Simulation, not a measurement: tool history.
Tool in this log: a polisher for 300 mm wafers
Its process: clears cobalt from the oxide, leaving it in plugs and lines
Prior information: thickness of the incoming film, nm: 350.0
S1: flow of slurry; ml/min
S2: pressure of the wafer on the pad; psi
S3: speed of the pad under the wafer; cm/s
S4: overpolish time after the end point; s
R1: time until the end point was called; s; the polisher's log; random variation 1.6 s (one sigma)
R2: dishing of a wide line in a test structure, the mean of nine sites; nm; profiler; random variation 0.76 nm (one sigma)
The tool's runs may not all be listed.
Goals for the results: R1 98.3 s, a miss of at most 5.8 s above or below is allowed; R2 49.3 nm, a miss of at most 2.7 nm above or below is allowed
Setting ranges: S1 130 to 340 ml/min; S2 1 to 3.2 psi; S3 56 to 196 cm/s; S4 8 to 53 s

Run 1, hour 0: S1 220 ml/min, S2 2.1 psi, S3 126 cm/s, S4 27 s. Result: R1 58.139 s, R2 48.463 nm.
Run 2, hour 0.8: S1 220 ml/min, S2 1.9 psi, S3 126 cm/s, S4 27 s. Result: R1 66.821 s, R2 48.72 nm.
Run 3, hour 9.2: S1 220 ml/min, S2 1.9 psi, S3 126 cm/s, S4 17 s. Result: R1 65.64 s, R2 43.074 nm.
Run 4, hour 17: S1 220 ml/min, S2 1.7 psi, S3 126 cm/s, S4 21 s. Result: R1 71.092 s, R2 43.798 nm.
Run 5, hour 23.2: S1 220 ml/min, S2 1.6 psi, S3 124 cm/s, S4 26 s. Result: R1 77.76 s, R2 46.497 nm.
Run 6, hour 30.6: S1 220 ml/min, S2 1.6 psi, S3 152 cm/s, S4 26 s. Result: R1 69.514 s, R2 47.281 nm.
Run 7, hour 38.8: S1 220 ml/min, S2 1.4 psi, S3 150 cm/s, S4 28 s. Result: R1 79.312 s, R2 46.841 nm.
Run 8, hour 41.6: S1 220 ml/min, S2 1.3 psi, S3 150 cm/s, S4 30 s. Result: R1 84.273 s, R2 47.636 nm.
Run 9, hour 49.8: S1 220 ml/min, S2 1.2 psi, S3 150 cm/s, S4 32 s. Result: R1 91.642 s, R2 46.358 nm.
Run 10, hour 55: S1 220 ml/min, S2 1.2 psi, S3 150 cm/s, S4 35 s. Result: R1 87.214 s, R2 48.315 nm.

4 candidate next runs follow, results not yet known. Just one meets every target within its allowed miss. Identify it.
Run A, hour 60.2: S1 210 ml/min, S2 1.3 psi, S3 118 cm/s, S4 25 s. Result: R1 ?, R2 ?.
Run B, hour 60.2: S1 160 ml/min, S2 1 psi, S3 152 cm/s, S4 50 s. Result: R1 ?, R2 ?.
Run C, hour 60.2: S1 275 ml/min, S2 1.2 psi, S3 170 cm/s, S4 21 s. Result: R1 ?, R2 ?.
Run D, hour 60.2: S1 210 ml/min, S2 1 psi, S3 168 cm/s, S4 53 s. Result: R1 ?, R2 ?.

move      R1      R2
   A  98.547   43.59
   B  112.49   49.96
   C  81.515  43.742
   D  100.76  50.853
A: brings the last run's worst result on target, with another outside its allowed miss
B: the result that was furthest off in the last run now lies on the other side of its target
C: misses by more than the last run did
D: meets every target
Go with D: it meets all targets.

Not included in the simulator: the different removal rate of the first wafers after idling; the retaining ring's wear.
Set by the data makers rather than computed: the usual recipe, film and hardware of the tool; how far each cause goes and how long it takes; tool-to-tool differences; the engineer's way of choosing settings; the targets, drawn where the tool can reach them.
